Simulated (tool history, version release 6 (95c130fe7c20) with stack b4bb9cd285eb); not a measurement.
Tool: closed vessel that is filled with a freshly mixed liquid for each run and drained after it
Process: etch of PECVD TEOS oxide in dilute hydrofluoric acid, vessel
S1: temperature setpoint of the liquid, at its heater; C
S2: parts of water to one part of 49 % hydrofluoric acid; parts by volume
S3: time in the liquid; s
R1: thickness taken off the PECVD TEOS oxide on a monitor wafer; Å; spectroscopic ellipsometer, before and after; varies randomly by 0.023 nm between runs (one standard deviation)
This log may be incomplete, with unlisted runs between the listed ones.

Run 1, hour 0.0: S1 22.0 C, S2 240 parts by volume, S3 125 s. Result: R1 58.452 Å.
Run 2, hour 7.3: S1 21.0 C, S2 265 parts by volume, S3 125 s. Result: R1 49.596 Å.
Run 3, hour 12.8: S1 21.0 C, S2 350 parts by volume, S3 125 s. Result: R1 34.127 Å.
Run 4, hour 18.2: S1 21.0 C, S2 350 parts by volume, S3 70 s. Result: R1 19.225 Å.
Run 5, hour 25.5: S1 23.0 C, S2 345 parts by volume, S3 70 s. Result: R1 21.281 Å.
At hour 29.2: hydrofluoric acid flow meter replaced.
Run 6, hour 29.2: S1 21.5 C, S2 340 parts by volume, S3 70 s. Result: R1 23.562 Å.

Forecast run 7:
Run 7, hour 31.1: S1 20.5 C, S2 335 parts by volume, S3 70 s. Result: R1 ?.

{"run 7": {"R1": 23.043}}
